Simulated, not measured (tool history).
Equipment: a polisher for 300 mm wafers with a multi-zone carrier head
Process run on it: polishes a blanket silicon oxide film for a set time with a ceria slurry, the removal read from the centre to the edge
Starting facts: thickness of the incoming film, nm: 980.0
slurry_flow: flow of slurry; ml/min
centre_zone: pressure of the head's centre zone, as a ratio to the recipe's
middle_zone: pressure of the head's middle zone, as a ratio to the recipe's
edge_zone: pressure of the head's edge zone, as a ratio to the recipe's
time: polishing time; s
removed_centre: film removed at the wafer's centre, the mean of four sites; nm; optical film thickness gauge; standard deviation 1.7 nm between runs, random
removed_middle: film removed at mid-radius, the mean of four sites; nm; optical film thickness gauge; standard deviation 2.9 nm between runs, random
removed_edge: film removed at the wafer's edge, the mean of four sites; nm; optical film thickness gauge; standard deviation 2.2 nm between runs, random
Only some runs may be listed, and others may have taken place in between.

Run 1, hour 0: slurry_flow 160 ml/min, centre_zone 1, middle_zone 1, edge_zone 1, time 44 s. Result: removed_centre 232.41 nm, removed_middle 229.76 nm, removed_edge 230.77 nm.
Run 2, hour 4.5: slurry_flow 140 ml/min, centre_zone 1, middle_zone 1, edge_zone 1, time 44 s. Result: removed_centre 226.45 nm, removed_middle 215.08 nm, removed_edge 222.47 nm.
Run 3, hour 5.6: slurry_flow 140 ml/min, centre_zone 1, middle_zone 1, edge_zone 1, time 52 s. Result: removed_centre 267.4 nm, removed_middle 261.87 nm, removed_edge 264.52 nm.
Run 4, hour 13.5: slurry_flow 140 ml/min, centre_zone 1, middle_zone 1, edge_zone 1, time 62 s. Result: removed_centre 314.87 nm, removed_middle 310.09 nm, removed_edge 314.19 nm.
Run 5, hour 17.2: slurry_flow 160 ml/min, centre_zone 1, middle_zone 1, edge_zone 1, time 62 s. Result: removed_centre 327.21 nm, removed_middle 317.97 nm, removed_edge 320.92 nm.
Run 6, hour 17.9: slurry_flow 155 ml/min, centre_zone 0.97, middle_zone 1, edge_zone 0.96, time 58 s. Result: removed_centre 296.49 nm, removed_middle 293.09 nm, removed_edge 294.81 nm.
Run 7, hour 20.5: slurry_flow 145 ml/min, centre_zone 0.95, middle_zone 1.02, edge_zone 0.94, time 54 s. Result: removed_centre 266.69 nm, removed_middle 275.71 nm, removed_edge 272.1 nm.

Predict the results of run 8:
Run 8, hour 24.8: slurry_flow 140 ml/min, centre_zone 0.94, middle_zone 1.03, edge_zone 0.93, time 51 s. Result: removed_centre ?, removed_middle ?, removed_edge ?.

Run 8 came out at removed_centre 248.95 nm, removed_middle 267.55 nm, removed_edge 253.02 nm.

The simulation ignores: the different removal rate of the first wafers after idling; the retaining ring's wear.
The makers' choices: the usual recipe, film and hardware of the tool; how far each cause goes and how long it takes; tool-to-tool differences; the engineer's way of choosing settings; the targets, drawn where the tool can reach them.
